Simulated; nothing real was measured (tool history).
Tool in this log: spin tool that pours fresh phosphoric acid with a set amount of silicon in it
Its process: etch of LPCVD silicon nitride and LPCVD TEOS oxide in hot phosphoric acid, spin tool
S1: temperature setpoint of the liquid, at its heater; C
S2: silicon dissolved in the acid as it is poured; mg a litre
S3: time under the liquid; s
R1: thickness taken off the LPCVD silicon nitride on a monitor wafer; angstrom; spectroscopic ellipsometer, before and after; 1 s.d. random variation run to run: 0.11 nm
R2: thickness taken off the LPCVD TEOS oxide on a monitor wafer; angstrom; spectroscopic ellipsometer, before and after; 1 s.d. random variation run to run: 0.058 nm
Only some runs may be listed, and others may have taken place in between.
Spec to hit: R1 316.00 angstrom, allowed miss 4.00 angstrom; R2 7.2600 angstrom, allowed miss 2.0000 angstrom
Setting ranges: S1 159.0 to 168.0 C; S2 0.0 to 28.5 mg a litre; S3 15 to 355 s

| run | hour | S1 | S2 | S3 | R1 | R2 |
|---|---|---|---|---|---|---|
| 1 | 0.0 | 164.0 | 12.5 | 180 | 159.17 | 3.9113 |
| 2 | 7.7 | 164.0 | 17.5 | 180 | 160.06 | 3.3943 |
| 3 | 13.1 | 165.0 | 18.0 | 205 | 187.94 | 4.1584 |
| 4 | 14.2 | 166.5 | 18.0 | 205 | 197.32 | 5.0450 |
| 5 | 20.8 | 166.5 | 18.0 | 125 | 120.59 | 2.5259 |
| 6 | 25.0 | 167.0 | 20.0 | 165 | 161.34 | 3.7783 |
| 7 | 30.1 | 167.0 | 22.0 | 190 | 186.82 | 4.1988 |
| 8 | 32.7 | 167.0 | 23.5 | 210 | 205.63 | 3.9169 |
| 9 | 37.1 | 168.0 | 15.5 | 295 | 300.08 | 8.3497 |
| 10 | 38.8 | 168.0 | 17.0 | 295 | 298.24 | 7.5997 |

Which single option among these 5 for the next run brings every result within its allowed miss of target? Just one does.
| A | 40.5 | 168.0 | 4.0 | 275 | ? | ? |
| B | 40.5 | 166.0 | 22.0 | 295 | ? | ? |
| C | 40.5 | 168.0 | 22.0 | 310 | ? | ? |
| D | 40.5 | 168.0 | 6.5 | 270 | ? | ? |
| E | 40.5 | 167.5 | 18.5 | 325 | ? | ? |

| move | R1 | R2 |
|---|---|---|
| A | 278.44 | 10.2210 |
| B | 279.74 | 6.1392 |
| C | 313.88 | 7.4552 |
| D | 273.38 | 9.5431 |
| E | 323.74 | 8.3390 |
A: moves away from the targets compared with the last run
B: moves away from the targets compared with the last run
C: hits every target within its allowed miss
D: moves away from the targets compared with the last run
E: the result that was furthest off in the last run now lies on the other side of its target
Go with C: it meets all targets.

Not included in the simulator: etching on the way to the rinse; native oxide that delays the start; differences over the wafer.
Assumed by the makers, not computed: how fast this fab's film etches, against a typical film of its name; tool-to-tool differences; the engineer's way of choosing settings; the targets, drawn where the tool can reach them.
